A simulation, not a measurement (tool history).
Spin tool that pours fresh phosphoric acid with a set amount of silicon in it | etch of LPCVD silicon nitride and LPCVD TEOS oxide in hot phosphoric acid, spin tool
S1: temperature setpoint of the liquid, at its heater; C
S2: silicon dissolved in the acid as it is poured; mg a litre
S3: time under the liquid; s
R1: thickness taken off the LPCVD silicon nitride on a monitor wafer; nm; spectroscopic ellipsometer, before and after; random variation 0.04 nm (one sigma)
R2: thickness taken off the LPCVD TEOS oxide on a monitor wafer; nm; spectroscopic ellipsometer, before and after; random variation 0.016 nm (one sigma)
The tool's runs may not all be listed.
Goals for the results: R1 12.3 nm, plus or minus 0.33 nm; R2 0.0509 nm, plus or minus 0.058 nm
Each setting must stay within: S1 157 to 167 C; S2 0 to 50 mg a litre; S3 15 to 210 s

run,day,S1,S2,S3,R1,R2
1,0,162,29,105,10.027,0.050671
2,0.117,162,15.5,105,10.038,0.21968
3,0.188,162.5,18,105,10.201,0.11049
4,0.267,162.5,12,105,10.176,0.11432
5,0.546,163,11.5,105,10.421,0.33883
6,0.758,163,16,105,10.386,0.19043
7,0.929,163.5,20,105,10.587,0.21248
8,1.246,163.5,23.5,105,10.531,0.12535
9,1.508,164,26.5,105,10.789,0.10346
10,1.762,164.5,28.5,105,10.924,0.14594
11,1.962,164.5,31.5,105,10.885,0.10122
12,2.171,164.5,33.5,105,10.839,0.095311
13,2.45,164.5,33.5,105,10.834,0.13754
14,2.758,164.5,36,105,10.935,0.15117
15,2.888,164.5,38,105,10.894,0.062308
16,3.017,164.5,39.5,105,10.943,0.08304
17,3.367,164.5,41,105,10.956,0.11332
18,3.417,164.5,42,105,10.9,0.076464
19,3.504,164.5,43,105,10.875,0.10279
20,3.658,164.5,44,105,10.893,0.059622
21,3.917,164.5,45,105,10.902,0.063148
22,4.146,164.5,45.5,105,10.948,0.080318
23,4.304,164.5,46,105,10.915,0.039003

4 next moves are on the table. One of them brings every result within its allowed miss. Which?
A,4.462,162.5,43,125,?,?
B,4.462,162,43.5,135,?,?
C,4.462,164,50,110,?,?
D,4.462,164,50,115,?,?

move,R1,R2
A,12.074,0.061359
B,12.825,0.06122
C,11.166,0.052462
D,11.674,0.054847
A: hits every target within its allowed miss
B: pushes the last run's worst result past its target
C: moves toward the targets from the last run without getting all of them in spec
D: moves toward the targets from the last run without getting all of them in spec
Answer: A
